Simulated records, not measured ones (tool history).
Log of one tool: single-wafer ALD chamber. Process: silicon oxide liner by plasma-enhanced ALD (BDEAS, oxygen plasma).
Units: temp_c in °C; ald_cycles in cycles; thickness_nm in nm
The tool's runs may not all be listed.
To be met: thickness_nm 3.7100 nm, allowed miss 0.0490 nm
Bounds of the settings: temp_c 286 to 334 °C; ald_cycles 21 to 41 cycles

Run 1, hour 0.0: temp_c 310 °C, ald_cycles 31 cycles. Result: thickness_nm 2.9410 nm.
Run 2, hour 3.5: temp_c 319 °C, ald_cycles 31 cycles. Result: thickness_nm 2.8907 nm.
Run 3, hour 4.4: temp_c 319 °C, ald_cycles 35 cycles. Result: thickness_nm 3.2610 nm.
Run 4, hour 13.0: temp_c 316 °C, ald_cycles 36 cycles. Result: thickness_nm 3.3483 nm.
Run 5, hour 17.6: temp_c 316 °C, ald_cycles 32 cycles. Result: thickness_nm 2.9996 nm.
Run 6, hour 19.5: temp_c 314 °C, ald_cycles 34 cycles. Result: thickness_nm 3.1636 nm.
Run 7, hour 28.2: temp_c 314 °C, ald_cycles 36 cycles. Result: thickness_nm 3.3740 nm.
Run 8, hour 36.4: temp_c 312 °C, ald_cycles 37 cycles. Result: thickness_nm 3.4935 nm.

5 next moves are on the table. One of them brings every result within its allowed miss. Which?
Run A, hour 44.6: temp_c 311 °C, ald_cycles 38 cycles. Result: thickness_nm ?.
Run B, hour 44.6: temp_c 306 °C, ald_cycles 40 cycles. Result: thickness_nm ?.
Run C, hour 44.6: temp_c 322 °C, ald_cycles 41 cycles. Result: thickness_nm ?.
Run D, hour 44.6: temp_c 323 °C, ald_cycles 40 cycles. Result: thickness_nm ?.
Run E, hour 44.6: temp_c 310 °C, ald_cycles 38 cycles. Result: thickness_nm ?.

move  thickness_nm
   A        3.5627
   B        3.7736
   C        3.7911
   D        3.6940
   E        3.5671
A: nearer than the last run, and not there yet
B: takes the result that was furthest off past its target
C: takes the result that was furthest off past its target
D: meets every target
E: nearer than the last run, and not there yet
Move D is the one to make.
